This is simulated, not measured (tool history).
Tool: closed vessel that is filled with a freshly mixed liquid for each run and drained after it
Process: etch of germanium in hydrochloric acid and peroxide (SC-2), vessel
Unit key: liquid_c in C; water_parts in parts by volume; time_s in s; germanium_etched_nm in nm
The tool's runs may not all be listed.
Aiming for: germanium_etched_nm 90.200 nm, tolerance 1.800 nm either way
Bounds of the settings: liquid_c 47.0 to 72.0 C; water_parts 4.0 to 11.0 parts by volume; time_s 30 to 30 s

run	hour	liquid_c	water_parts	time_s	germanium_etched_nm
1	0.0	63.0	6.0	30	116.660
2	6.3	63.0	6.0	30	116.930
3	10.7	63.0	6.0	30	117.080
4	15.4	61.0	6.0	30	110.680
5	19.0	59.5	6.0	30	105.060
6	21.9	58.5	6.0	30	101.890
7	24.3	57.5	6.0	30	99.675
8	33.1	56.5	6.0	30	95.726
9	38.3	56.0	6.0	30	94.486
10	42.6	55.5	6.0	30	93.907

5 next moves are on the table. One of them brings every result within its allowed miss. Which?
A	46.9	55.5	5.5	30	?
B	46.9	55.0	7.0	30	?
C	46.9	55.5	5.0	30	?
D	46.9	53.0	6.5	30	?
E	46.9	57.0	8.0	30	?

move	germanium_etched_nm
A	93.061
B	90.585
C	93.350
D	85.471
E	95.427
A: better than the last run, though not everything is in spec
B: all results in spec
C: better than the last run, though not everything is in spec
D: carries the result that was furthest off beyond its target, to the other side
E: the biggest miss grows against the last run
Move B is the one to make.

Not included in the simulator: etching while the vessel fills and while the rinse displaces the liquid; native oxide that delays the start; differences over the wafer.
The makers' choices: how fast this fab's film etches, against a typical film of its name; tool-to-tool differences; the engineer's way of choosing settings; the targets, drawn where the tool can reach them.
